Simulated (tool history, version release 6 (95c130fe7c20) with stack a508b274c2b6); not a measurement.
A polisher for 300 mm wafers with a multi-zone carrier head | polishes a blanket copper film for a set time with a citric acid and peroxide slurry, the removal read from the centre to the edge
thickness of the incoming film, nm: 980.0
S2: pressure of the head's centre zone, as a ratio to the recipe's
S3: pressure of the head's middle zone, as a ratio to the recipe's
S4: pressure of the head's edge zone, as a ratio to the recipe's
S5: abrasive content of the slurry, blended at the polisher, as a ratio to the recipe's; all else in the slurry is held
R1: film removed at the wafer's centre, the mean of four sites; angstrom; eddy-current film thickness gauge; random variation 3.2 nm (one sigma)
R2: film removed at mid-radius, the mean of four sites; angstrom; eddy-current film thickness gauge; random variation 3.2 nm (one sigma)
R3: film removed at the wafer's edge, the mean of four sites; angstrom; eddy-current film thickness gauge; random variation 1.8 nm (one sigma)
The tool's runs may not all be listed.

Run 1, day 0: flow of slurry (ml/min) 265, S2 1, S3 1, S4 1, S5 1, polishing time (s) 87. Result: R1 1410.6 angstrom, R2 1355.5 angstrom, R3 1340.7 angstrom.
Run 2, day 0.225: flow of slurry (ml/min) 270, S2 1.01, S3 1.02, S4 1.02, S5 1.1, polishing time (s) 91. Result: R1 1497.8 angstrom, R2 1502.9 angstrom, R3 1455.1 angstrom.
Run 3, day 0.325: flow of slurry (ml/min) 275, S2 1.03, S3 1.02, S4 1.04, S5 1.15, polishing time (s) 94. Result: R1 1575.4 angstrom, R2 1540 angstrom, R3 1532.3 angstrom.
Run 4, day 0.588: flow of slurry (ml/min) 230, S2 1.03, S3 1.02, S4 1.04, S5 1.15, polishing time (s) 94. Result: R1 1504.4 angstrom, R2 1522.8 angstrom, R3 1513.2 angstrom.
Run 5, day 0.908: flow of slurry (ml/min) 245, S2 1.05, S3 1.03, S4 1.05, S5 1.2, polishing time (s) 97. Result: R1 1684.7 angstrom, R2 1598 angstrom, R3 1596.1 angstrom.
Run 6, day 1.175: flow of slurry (ml/min) 245, S2 1.02, S3 1.03, S4 1.05, S5 1.2, polishing time (s) 97. Result: R1 1641.6 angstrom, R2 1614.5 angstrom, R3 1608.8 angstrom.
Run 7, day 1.312: flow of slurry (ml/min) 255, S2 1.03, S3 1.05, S4 1.06, S5 1.25, polishing time (s) 99. Result: R1 1736.7 angstrom, R2 1691.4 angstrom, R3 1666 angstrom.
Run 8, day 1.592: flow of slurry (ml/min) 260, S2 1.03, S3 1.07, S4 1.07, S5 1.3, polishing time (s) 101. Result: R1 1764.4 angstrom, R2 1791.5 angstrom, R3 1704.4 angstrom.
Run 9, day 1.821: flow of slurry (ml/min) 265, S2 1.04, S3 1.07, S4 1.08, S5 1.35, polishing time (s) 103. Result: R1 1813.1 angstrom, R2 1873.4 angstrom, R3 1771.1 angstrom.

Forecast run 10:
Run 10, day 1.996: flow of slurry (ml/min) 265, S2 1.05, S3 1.07, S4 1.09, S5 1.4, polishing time (s) 105. Result: R1 ?, R2 ?, R3 ?.

R1: 1893.8 angstrom
R2: 1889.8 angstrom
R3: 1857.1 angstrom
